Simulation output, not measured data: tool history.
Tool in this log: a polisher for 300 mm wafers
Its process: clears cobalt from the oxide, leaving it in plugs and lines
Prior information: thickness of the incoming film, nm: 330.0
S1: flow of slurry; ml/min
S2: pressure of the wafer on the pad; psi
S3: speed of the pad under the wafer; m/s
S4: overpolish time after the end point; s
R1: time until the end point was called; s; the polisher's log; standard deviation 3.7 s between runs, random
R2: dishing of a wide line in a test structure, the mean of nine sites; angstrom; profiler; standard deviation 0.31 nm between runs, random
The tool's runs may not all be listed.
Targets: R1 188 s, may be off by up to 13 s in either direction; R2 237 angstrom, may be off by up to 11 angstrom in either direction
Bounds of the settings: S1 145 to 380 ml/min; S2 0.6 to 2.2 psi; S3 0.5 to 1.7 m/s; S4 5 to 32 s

{"run": 1, "day": 0.0, "S1": 245, "S2": 1.4, "S3": 1.1, "S4": 16, "R1": 98.683, "R2": 404.73}
{"run": 2, "day": 0.162, "S1": 245, "S2": 1.4, "S3": 1.1, "S4": 23, "R1": 97.806, "R2": 530.57}
{"run": 3, "day": 0.317, "S1": 245, "S2": 1.4, "S3": 1.38, "S4": 23, "R1": 78.608, "R2": 600.81}
{"run": 4, "day": 0.408, "S1": 240, "S2": 1.3, "S3": 1.26, "S4": 21, "R1": 90.361, "R2": 518.36}
{"run": 5, "day": 0.633, "S1": 210, "S2": 1.3, "S3": 1.26, "S4": 21, "R1": 91.663, "R2": 509.65}
{"run": 6, "day": 0.975, "S1": 270, "S2": 1.3, "S3": 1.26, "S4": 21, "R1": 90.77, "R2": 523.71}
{"run": 7, "day": 1.308, "S1": 265, "S2": 1.2, "S3": 1.12, "S4": 19, "R1": 109.9, "R2": 422.52}
{"run": 8, "day": 1.362, "S1": 260, "S2": 0.8, "S3": 0.82, "S4": 14, "R1": 206.69, "R2": 194.08}
{"run": 9, "day": 1.625, "S1": 260, "S2": 0.8, "S3": 0.82, "S4": 15, "R1": 201, "R2": 207.13}

Which single option among these 4 for the next run brings every result within its allowed miss of target? Just one does.
{"run": "A", "day": 1.888, "S1": 300, "S2": 1, "S3": 0.62, "S4": 17, "R1": "?", "R2": "?"}
{"run": "B", "day": 1.888, "S1": 375, "S2": 0.9, "S3": 0.98, "S4": 13, "R1": "?", "R2": "?"}
{"run": "C", "day": 1.888, "S1": 225, "S2": 0.8, "S3": 0.78, "S4": 21, "R1": "?", "R2": "?"}
{"run": "D", "day": 1.888, "S1": 245, "S2": 0.8, "S3": 0.88, "S4": 16, "R1": "?", "R2": "?"}

move=A R1=219.59 R2=213.44
move=B R1=151.05 R2=233.81
move=C R1=216.42 R2=259.73
move=D R1=190.77 R2=228.81
A: moves toward the targets from the last run without getting all of them in spec
B: brings the last run's worst result on target, with another outside its allowed miss
C: moves the result that the last run missed by most past its target, out the other side
D: each result inside its tolerance
Go with D: it meets all targets.
